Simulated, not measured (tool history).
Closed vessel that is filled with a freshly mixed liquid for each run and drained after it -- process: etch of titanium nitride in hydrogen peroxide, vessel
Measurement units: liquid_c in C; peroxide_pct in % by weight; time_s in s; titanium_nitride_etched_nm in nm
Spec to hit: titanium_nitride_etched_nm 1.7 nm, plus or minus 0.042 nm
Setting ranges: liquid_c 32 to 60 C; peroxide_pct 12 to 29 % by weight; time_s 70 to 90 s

Run 1, hour 0: liquid_c 44 C, peroxide_pct 19.5 % by weight, time_s 90 s. Result: titanium_nitride_etched_nm 2.783 nm.
Run 2, hour 1.7: liquid_c 44 C, peroxide_pct 24 % by weight, time_s 90 s. Result: titanium_nitride_etched_nm 2.8583 nm.
Run 3, hour 7.2: liquid_c 41.5 C, peroxide_pct 24 % by weight, time_s 90 s. Result: titanium_nitride_etched_nm 2.3884 nm.
Run 4, hour 8.9: liquid_c 40 C, peroxide_pct 24 % by weight, time_s 90 s. Result: titanium_nitride_etched_nm 2.1466 nm.
Run 5, hour 14.6: liquid_c 40 C, peroxide_pct 24 % by weight, time_s 90 s. Result: titanium_nitride_etched_nm 2.1337 nm.
Run 6, hour 16.3: liquid_c 40 C, peroxide_pct 21.5 % by weight, time_s 90 s. Result: titanium_nitride_etched_nm 2.0552 nm.
Run 7, hour 22.5: liquid_c 39 C, peroxide_pct 21.5 % by weight, time_s 90 s. Result: titanium_nitride_etched_nm 1.9184 nm.
Run 8, hour 23.4: liquid_c 38.5 C, peroxide_pct 21.5 % by weight, time_s 90 s. Result: titanium_nitride_etched_nm 1.8403 nm.
Run 9, hour 26.1: liquid_c 38 C, peroxide_pct 21.5 % by weight, time_s 90 s. Result: titanium_nitride_etched_nm 1.7842 nm.

4 next moves are on the table. One of them brings every result within its allowed miss. Which?
Run A, hour 28.8: liquid_c 37.5 C, peroxide_pct 20 % by weight, time_s 90 s. Result: titanium_nitride_etched_nm ?.
Run B, hour 28.8: liquid_c 39 C, peroxide_pct 22 % by weight, time_s 85 s. Result: titanium_nitride_etched_nm ?.
Run C, hour 28.8: liquid_c 38 C, peroxide_pct 22 % by weight, time_s 90 s. Result: titanium_nitride_etched_nm ?.
Run D, hour 28.8: liquid_c 39 C, peroxide_pct 22 % by weight, time_s 90 s. Result: titanium_nitride_etched_nm ?.

move  titanium_nitride_etched_nm
   A                      1.6803
   B                      1.8203
   C                      1.7833
   D                      1.9273
A: each result inside its tolerance
B: further off than the last run
C: no better and no worse than the last run
D: further off than the last run
A is the move that brings every result within its allowed miss.
